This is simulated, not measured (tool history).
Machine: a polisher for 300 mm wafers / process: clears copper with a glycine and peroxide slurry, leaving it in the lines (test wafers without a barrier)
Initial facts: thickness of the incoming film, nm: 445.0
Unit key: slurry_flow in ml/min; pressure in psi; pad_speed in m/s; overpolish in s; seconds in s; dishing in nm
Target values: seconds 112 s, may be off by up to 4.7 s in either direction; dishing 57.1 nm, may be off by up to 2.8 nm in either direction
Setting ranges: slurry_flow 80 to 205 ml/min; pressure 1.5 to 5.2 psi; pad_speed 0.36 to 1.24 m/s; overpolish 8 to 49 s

Run 1, hour 0: slurry_flow 135 ml/min, pressure 3.3 psi, pad_speed 0.8 m/s, overpolish 25 s. Result: seconds 71.845 s, dishing 97.969 nm.
Run 2, hour 7.9: slurry_flow 110 ml/min, pressure 3.3 psi, pad_speed 0.8 m/s, overpolish 25 s. Result: seconds 73.253 s, dishing 95.131 nm.
Run 3, hour 9.6: slurry_flow 110 ml/min, pressure 3.3 psi, pad_speed 0.62 m/s, overpolish 25 s. Result: seconds 91.836 s, dishing 82.639 nm.
Run 4, hour 10.6: slurry_flow 110 ml/min, pressure 3.3 psi, pad_speed 0.78 m/s, overpolish 25 s. Result: seconds 76.124 s, dishing 93.952 nm.
Run 5, hour 12.7: slurry_flow 110 ml/min, pressure 3.3 psi, pad_speed 0.7 m/s, overpolish 25 s. Result: seconds 83.376 s, dishing 88.231 nm.
Run 6, hour 21.5: slurry_flow 110 ml/min, pressure 2.6 psi, pad_speed 0.7 m/s, overpolish 25 s. Result: seconds 97.519 s, dishing 75.533 nm.
Run 7, hour 26.5: slurry_flow 110 ml/min, pressure 2.5 psi, pad_speed 0.7 m/s, overpolish 24 s. Result: seconds 99.81 s, dishing 70.147 nm.
Run 8, hour 27.9: slurry_flow 110 ml/min, pressure 2.4 psi, pad_speed 0.7 m/s, overpolish 24 s. Result: seconds 104.33 s, dishing 67.715 nm.
Run 9, hour 34.7: slurry_flow 110 ml/min, pressure 2.2 psi, pad_speed 0.7 m/s, overpolish 22 s. Result: seconds 112.85 s, dishing 62.418 nm.

Pick the move, out of 5, that brings all results within their allowed miss; only one does.
Run A, hour 41.5: slurry_flow 125 ml/min, pressure 2.3 psi, pad_speed 0.78 m/s, overpolish 20 s. Result: seconds ?, dishing ?.
Run B, hour 41.5: slurry_flow 95 ml/min, pressure 2.2 psi, pad_speed 0.74 m/s, overpolish 20 s. Result: seconds ?, dishing ?.
Run C, hour 41.5: slurry_flow 80 ml/min, pressure 2.2 psi, pad_speed 0.66 m/s, overpolish 25 s. Result: seconds ?, dishing ?.
Run D, hour 41.5: slurry_flow 170 ml/min, pressure 2.2 psi, pad_speed 0.54 m/s, overpolish 27 s. Result: seconds ?, dishing ?.
Run E, hour 41.5: slurry_flow 130 ml/min, pressure 2.6 psi, pad_speed 0.58 m/s, overpolish 18 s. Result: seconds ?, dishing ?.

move  seconds  dishing
   A    99.23   61.951
   B   110.59   56.531
   C   122.95   62.705
   D   128.06    65.21
   E   112.18   51.606
A: lands further from the targets than the last run did
B: meets every target
C: lands further from the targets than the last run did
D: lands further from the targets than the last run did
E: the result that was furthest off in the last run now lies on the other side of its target
Correct choice: B, which meets every target
